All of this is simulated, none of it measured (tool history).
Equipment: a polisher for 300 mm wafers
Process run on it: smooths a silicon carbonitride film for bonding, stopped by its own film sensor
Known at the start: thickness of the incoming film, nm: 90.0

| run | day | flow of slurry (ml/min) | pressure of the wafer on the pad (psi) | speed of the pad under the wafer (cm/s) | abrasive content of the slurry | target thickness at which the film sensor stops the polish (Å) | time until the film sensor stopped the polish (s) |
|---|---|---|---|---|---|---|---|
| 1 | 0.000 | 195 | 1.9 | 88 | 1.0 | 820 | 33.895 |
| 2 | 0.342 | 195 | 1.8 | 86 | 1.0 | 820 | 36.674 |
| 3 | 0.467 | 195 | 1.7 | 86 | 1.0 | 820 | 38.906 |
| 4 | 0.783 | 195 | 1.7 | 86 | 1.0 | 830 | 33.940 |
| 5 | 0.838 | 155 | 1.7 | 86 | 1.0 | 830 | 34.401 |
| 6 | 0.946 | 155 | 2.0 | 86 | 1.0 | 830 | 28.939 |
| 7 | 1.308 | 155 | 1.8 | 84 | 1.0 | 830 | 33.489 |
| 8 | 1.450 | 155 | 1.7 | 82 | 1.0 | 830 | 34.970 |

Estimate the outcome of run 9 from the log above:
| 9 | 1.621 | 155 | 1.6 | 80 | 1.0 | 830 | ? |

{"run 9": {"time until the film sensor stopped the polish (s)": 37.964}}
